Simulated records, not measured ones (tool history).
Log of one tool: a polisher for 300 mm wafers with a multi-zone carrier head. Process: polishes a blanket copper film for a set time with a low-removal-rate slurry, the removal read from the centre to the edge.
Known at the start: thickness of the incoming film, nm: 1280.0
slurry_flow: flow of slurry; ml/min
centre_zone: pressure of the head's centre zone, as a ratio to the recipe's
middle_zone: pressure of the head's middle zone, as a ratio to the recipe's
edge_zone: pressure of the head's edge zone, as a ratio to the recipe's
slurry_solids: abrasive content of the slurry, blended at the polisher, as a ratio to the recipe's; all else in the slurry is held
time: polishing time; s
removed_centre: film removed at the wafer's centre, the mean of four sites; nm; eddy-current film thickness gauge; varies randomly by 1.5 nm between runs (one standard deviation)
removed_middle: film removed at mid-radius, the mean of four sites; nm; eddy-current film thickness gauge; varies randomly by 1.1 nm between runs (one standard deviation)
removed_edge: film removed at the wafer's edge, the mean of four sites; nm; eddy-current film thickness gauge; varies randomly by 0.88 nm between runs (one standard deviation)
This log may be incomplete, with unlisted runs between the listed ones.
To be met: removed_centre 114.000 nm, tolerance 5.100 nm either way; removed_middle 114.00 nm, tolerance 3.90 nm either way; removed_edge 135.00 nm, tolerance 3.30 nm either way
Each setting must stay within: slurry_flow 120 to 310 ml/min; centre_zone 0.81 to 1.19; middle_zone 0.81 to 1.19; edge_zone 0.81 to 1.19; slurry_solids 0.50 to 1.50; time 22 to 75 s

run,hour,slurry_flow,centre_zone,middle_zone,edge_zone,slurry_solids,time,removed_centre,removed_middle,removed_edge
1,0.0,200,1.00,1.00,1.00,1.00,48,127.030,129.93,129.67
2,1.3,200,0.97,1.00,1.00,1.00,48,123.460,129.48,129.67
3,2.1,195,0.96,0.98,1.01,1.00,48,122.920,130.48,130.30
4,8.6,195,1.01,0.98,1.01,1.00,48,127.060,127.22,130.14
# hour 13.8: worn pad replaced by a new one
5,13.8,190,1.00,0.96,1.03,1.00,48,141.090,138.34,145.02
6,15.5,190,1.00,0.96,1.12,1.00,48,138.330,137.39,151.57
7,18.8,190,0.98,0.94,1.11,0.95,48,140.730,134.09,149.71
8,24.4,135,0.88,0.93,1.19,0.70,44,93.274,102.41,121.35
9,32.2,145,0.89,0.93,1.19,0.70,44,100.740,103.35,122.68

Which of these 5 next moves meets every target?
A,40.0,150,0.90,0.88,1.10,0.80,48,?,?,?
B,40.0,120,0.85,0.97,1.15,0.65,50,?,?,?
C,40.0,200,1.01,1.11,1.06,0.60,45,?,?,?
D,40.0,215,0.97,0.94,1.18,0.65,49,?,?,?
E,40.0,280,1.15,1.11,1.01,0.50,43,?,?,?

move,removed_centre,removed_middle,removed_edge
A,115.250,115.14,136.37
B,100.840,115.02,130.04
C,112.140,123.09,115.91
D,123.330,121.54,139.12
E,114.570,112.33,102.31
A: every result lands within tolerance
B: an improvement on the last run, though not all results are within tolerance
C: moves away from the targets compared with the last run
D: the result that was furthest off in the last run now lies on the other side of its target
E: moves away from the targets compared with the last run
A meets every target.

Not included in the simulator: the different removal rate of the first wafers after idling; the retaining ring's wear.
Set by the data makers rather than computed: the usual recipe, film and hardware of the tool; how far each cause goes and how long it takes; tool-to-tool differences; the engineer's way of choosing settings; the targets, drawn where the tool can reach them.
